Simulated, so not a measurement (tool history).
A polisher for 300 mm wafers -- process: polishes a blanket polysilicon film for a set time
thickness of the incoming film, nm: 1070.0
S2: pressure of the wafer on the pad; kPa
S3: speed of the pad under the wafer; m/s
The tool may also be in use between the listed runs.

Run 1, hour 0: flow of slurry (ml/min) 210, S2 24.1 kPa, S3 0.76 m/s, polishing time (s) 30. Result: film removed (nm) 242.88.
Run 2, hour 3.3: flow of slurry (ml/min) 165, S2 24.1 kPa, S3 0.76 m/s, polishing time (s) 30. Result: film removed (nm) 229.75.
Run 3, hour 5: flow of slurry (ml/min) 125, S2 24.1 kPa, S3 0.76 m/s, polishing time (s) 30. Result: film removed (nm) 216.6.
Run 4, hour 6.7: flow of slurry (ml/min) 125, S2 23.4 kPa, S3 0.76 m/s, polishing time (s) 30. Result: film removed (nm) 215.58.
Run 5, hour 13.8: flow of slurry (ml/min) 175, S2 23.4 kPa, S3 0.76 m/s, polishing time (s) 30. Result: film removed (nm) 231.79.
Run 6, hour 20.7: flow of slurry (ml/min) 170, S2 22.1 kPa, S3 0.76 m/s, polishing time (s) 30. Result: film removed (nm) 218.81.
Run 7, hour 27.2: flow of slurry (ml/min) 165, S2 20.7 kPa, S3 0.76 m/s, polishing time (s) 30. Result: film removed (nm) 202.55.

For run 8, what comes out?
Run 8, hour 35.1: flow of slurry (ml/min) 160, S2 20 kPa, S3 0.76 m/s, polishing time (s) 30. Result: film removed (nm) ?.

Logged for run 8: film removed (nm) 201.22.
